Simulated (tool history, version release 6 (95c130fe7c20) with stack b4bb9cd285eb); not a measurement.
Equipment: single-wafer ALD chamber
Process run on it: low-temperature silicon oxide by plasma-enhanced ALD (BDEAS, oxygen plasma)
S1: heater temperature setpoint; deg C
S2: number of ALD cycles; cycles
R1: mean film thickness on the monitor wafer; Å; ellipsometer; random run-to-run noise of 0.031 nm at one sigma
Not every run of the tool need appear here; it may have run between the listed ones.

run    day  S1  S2      R1
  1      0  95  50   74.72
  2  0.208  92  52  79.189
  3  0.283  92  50  75.785
  4  0.592  84  50  77.874
  5  0.738  84  57  87.873
  6  1.058  83  58  90.296
  7  1.175  82  58  90.738

Run 8, settings as shown, results not yet in. Your forecast:
  8  1.408  82  58   ?

Run 8 yielded R1 90.588 Å.

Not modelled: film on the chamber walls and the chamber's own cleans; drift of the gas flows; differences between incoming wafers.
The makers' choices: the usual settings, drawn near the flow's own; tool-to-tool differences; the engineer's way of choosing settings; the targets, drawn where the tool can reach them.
